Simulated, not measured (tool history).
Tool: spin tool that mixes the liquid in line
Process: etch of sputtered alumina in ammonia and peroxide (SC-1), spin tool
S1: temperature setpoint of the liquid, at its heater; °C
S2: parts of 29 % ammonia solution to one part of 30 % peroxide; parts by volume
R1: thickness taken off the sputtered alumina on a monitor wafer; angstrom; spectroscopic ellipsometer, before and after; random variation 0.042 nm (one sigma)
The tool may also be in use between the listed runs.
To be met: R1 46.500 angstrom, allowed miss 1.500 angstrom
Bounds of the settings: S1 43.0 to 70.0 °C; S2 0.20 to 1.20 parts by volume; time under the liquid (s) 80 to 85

{"run": 1, "hour": 0.0, "S1": 59.0, "S2": 0.8, "time under the liquid (s)": 80, "R1": 100.18}
{"run": 2, "hour": 6.6, "S1": 57.0, "S2": 0.8, "time under the liquid (s)": 80, "R1": 91.361}
{"run": 3, "hour": 11.5, "S1": 55.5, "S2": 0.8, "time under the liquid (s)": 80, "R1": 84.89}
{"run": 4, "hour": 19.5, "S1": 55.5, "S2": 0.95, "time under the liquid (s)": 80, "R1": 84.768}
{"run": 5, "hour": 27.4, "S1": 54.0, "S2": 0.95, "time under the liquid (s)": 80, "R1": 79.67}
{"run": 6, "hour": 34.0, "S1": 54.0, "S2": 0.7, "time under the liquid (s)": 80, "R1": 76.029}
{"run": 7, "hour": 40.2, "S1": 53.0, "S2": 0.7, "time under the liquid (s)": 80, "R1": 72.269}
{"run": 8, "hour": 42.0, "S1": 53.0, "S2": 0.7, "time under the liquid (s)": 80, "R1": 71.604}
{"run": 9, "hour": 46.6, "S1": 52.0, "S2": 0.7, "time under the liquid (s)": 80, "R1": 69.097}
{"run": 10, "hour": 51.6, "S1": 51.0, "S2": 0.7, "time under the liquid (s)": 80, "R1": 65.166}
{"run": 11, "hour": 60.4, "S1": 43.5, "S2": 0.7, "time under the liquid (s)": 80, "R1": 43.465}
{"run": 12, "hour": 66.2, "S1": 44.0, "S2": 0.7, "time under the liquid (s)": 80, "R1": 44.603}

4 next moves are on the table. One of them brings every result within its allowed miss. Which?
{"run": "A", "hour": 72.0, "S1": 44.0, "S2": 0.6, "time under the liquid (s)": 80, "R1": "?"}
{"run": "B", "hour": 72.0, "S1": 43.5, "S2": 0.8, "time under the liquid (s)": 80, "R1": "?"}
{"run": "C", "hour": 72.0, "S1": 45.0, "S2": 0.75, "time under the liquid (s)": 80, "R1": "?"}
{"run": "D", "hour": 72.0, "S1": 44.0, "S2": 0.45, "time under the liquid (s)": 80, "R1": "?"}

move=A R1=43.444
move=B R1=43.389
move=C R1=46.989
move=D R1=42.267
A: further off than the last run
B: further off than the last run
C: meets every target
D: further off than the last run
The right move is C.

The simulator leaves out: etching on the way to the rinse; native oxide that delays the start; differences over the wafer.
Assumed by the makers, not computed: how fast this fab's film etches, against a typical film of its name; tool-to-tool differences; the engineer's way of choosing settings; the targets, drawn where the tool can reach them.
